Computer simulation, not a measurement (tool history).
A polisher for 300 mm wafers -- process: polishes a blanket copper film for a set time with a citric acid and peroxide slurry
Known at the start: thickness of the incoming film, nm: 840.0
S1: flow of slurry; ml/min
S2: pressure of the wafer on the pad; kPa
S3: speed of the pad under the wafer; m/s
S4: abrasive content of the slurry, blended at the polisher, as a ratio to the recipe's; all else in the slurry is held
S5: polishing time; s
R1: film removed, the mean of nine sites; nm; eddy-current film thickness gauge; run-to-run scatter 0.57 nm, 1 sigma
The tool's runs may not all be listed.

run,hour,S1,S2,S3,S4,S5,R1
1,0,260,15.2,0.9,1,34,46.664
2,4.8,260,15.2,0.9,1,34,46.158
3,9.1,260,11.7,0.9,1,34,36.094
4,14.1,260,11.7,0.78,1,34,31.814
5,19.2,260,11.7,0.78,0.85,34,30.327
6,21.4,260,13.8,0.78,0.85,34,35.555
7,24.9,260,17.9,0.8,0.85,34,47.546

For run 8, what comes out?
8,33.3,260,18.6,0.8,0.85,34,?

{"run 8": {"R1": 49.672}}
